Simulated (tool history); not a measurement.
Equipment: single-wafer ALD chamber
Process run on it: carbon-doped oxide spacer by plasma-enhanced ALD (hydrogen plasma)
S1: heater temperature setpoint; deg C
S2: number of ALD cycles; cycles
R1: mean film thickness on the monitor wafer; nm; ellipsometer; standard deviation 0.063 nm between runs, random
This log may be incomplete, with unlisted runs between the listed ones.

run 1 hour=0 | S1=425 S2=362 | R1=16.292
run 2 hour=1.5 | S1=421 S2=362 | R1=16.523
run 3 hour=8 | S1=423 S2=350 | R1=15.934
run 4 hour=10.7 | S1=415 S2=350 | R1=16.245
run 5 hour=12.9 | S1=415 S2=397 | R1=18.192
run 6 hour=14.8 | S1=407 S2=397 | R1=18.83

Predict the results of run 7:
run 7 hour=20.9 | S1=410 S2=377 | R1=?

Run 7 came out at R1 17.718 nm.
